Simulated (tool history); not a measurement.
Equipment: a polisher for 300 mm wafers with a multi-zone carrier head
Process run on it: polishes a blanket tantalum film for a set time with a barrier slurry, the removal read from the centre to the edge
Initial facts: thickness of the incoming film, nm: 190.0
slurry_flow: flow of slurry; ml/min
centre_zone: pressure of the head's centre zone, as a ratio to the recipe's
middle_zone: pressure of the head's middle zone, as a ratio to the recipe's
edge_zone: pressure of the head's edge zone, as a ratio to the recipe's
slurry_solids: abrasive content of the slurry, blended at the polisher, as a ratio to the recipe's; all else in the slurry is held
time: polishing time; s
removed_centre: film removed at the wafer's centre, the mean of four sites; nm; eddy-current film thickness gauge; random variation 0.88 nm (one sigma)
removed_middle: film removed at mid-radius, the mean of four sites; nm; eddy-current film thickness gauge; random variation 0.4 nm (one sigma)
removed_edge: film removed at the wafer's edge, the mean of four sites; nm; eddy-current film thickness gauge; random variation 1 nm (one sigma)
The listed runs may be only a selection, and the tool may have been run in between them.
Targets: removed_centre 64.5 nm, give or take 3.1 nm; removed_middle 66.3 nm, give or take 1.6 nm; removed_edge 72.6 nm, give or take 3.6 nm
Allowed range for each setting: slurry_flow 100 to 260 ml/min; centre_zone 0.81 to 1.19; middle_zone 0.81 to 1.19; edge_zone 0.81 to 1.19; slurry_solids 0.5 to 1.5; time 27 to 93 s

run	day	slurry_flow	centre_zone	middle_zone	edge_zone	slurry_solids	time	removed_centre	removed_middle	removed_edge
1	0	165	1	1	1	1	59	51.57	49.958	49.493
2	0.167	165	0.93	1	1	1	59	45.18	50.114	50.233
3	0.446	170	0.94	1	1.03	1.1	60	50.3	53.078	53.378
4	0.746	175	0.93	0.99	1.06	1.2	61	52.548	55.696	56.329
5	1.054	180	0.92	0.98	1.08	1.25	62	53.336	56.041	58.486
6	1.104	180	0.92	0.95	1.08	1.25	62	52.397	54.526	59.593
7	1.388	185	0.92	0.95	1.1	1.3	63	55.59	56.263	60.533
8	1.583	145	0.86	0.93	1.15	1.5	74	60.524	64.197	74.453
9	1.821	150	0.87	0.93	1.14	1.5	74	60.528	64.882	73.682

Of the 5 settings listed for the next run, only one would bring every result within its allowed miss of target. Which one?
A	2.058	200	1.11	1.01	1.03	1.4	68	?	?	?
B	2.058	155	0.84	0.91	1.14	1.5	81	?	?	?
C	2.058	180	0.97	0.85	1.19	1.5	78	?	?	?
D	2.058	140	0.9	0.92	1.02	1.5	78	?	?	?
E	2.058	170	1.03	0.92	1.07	1.2	79	?	?	?

move	removed_centre	removed_middle	removed_edge
A	74.994	65.608	66.476
B	65.107	69.914	82.011
C	74.805	65.609	82.516
D	65.544	66.395	73.488
E	75.101	66.02	74.039
A: takes the result that was furthest off past its target
B: gets the furthest-off result to its target, but another result is out of tolerance
C: takes the result that was furthest off past its target
D: hits every target within its allowed miss
E: takes the result that was furthest off past its target
Go with D: it meets all targets.
